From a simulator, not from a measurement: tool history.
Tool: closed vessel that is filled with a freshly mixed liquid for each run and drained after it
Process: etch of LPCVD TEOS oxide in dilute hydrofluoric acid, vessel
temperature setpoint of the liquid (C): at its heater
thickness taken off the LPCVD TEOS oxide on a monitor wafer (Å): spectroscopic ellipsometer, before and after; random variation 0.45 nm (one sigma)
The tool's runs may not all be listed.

run,hour,temperature setpoint of the liquid (C),parts of water to one part of 49 % hydrofluoric acid (parts by volume),time in the liquid (s),thickness taken off the LPCVD TEOS oxide on a monitor wafer (Å)
1,0,26,180,130,333.35
2,4.2,26,115,130,561.93
3,8.2,26,85,130,790.71
4,14.6,26,40,130,1793.1
5,19.5,24,60,130,1095.5
6,26,22.5,70,130,857.48
7,30.6,21.5,75,130,764.8
8,34.4,18,115,130,420.25
9,38.7,19,115,130,433.97
10,45.3,19,115,130,428.4
11,53.6,19.5,115,130,432.97
12,61.5,20,115,130,444.32

Forecast run 13:
13,65.6,23.5,110,130,?

Run 13 gave thickness taken off the LPCVD TEOS oxide on a monitor wafer (Å) 545.47.
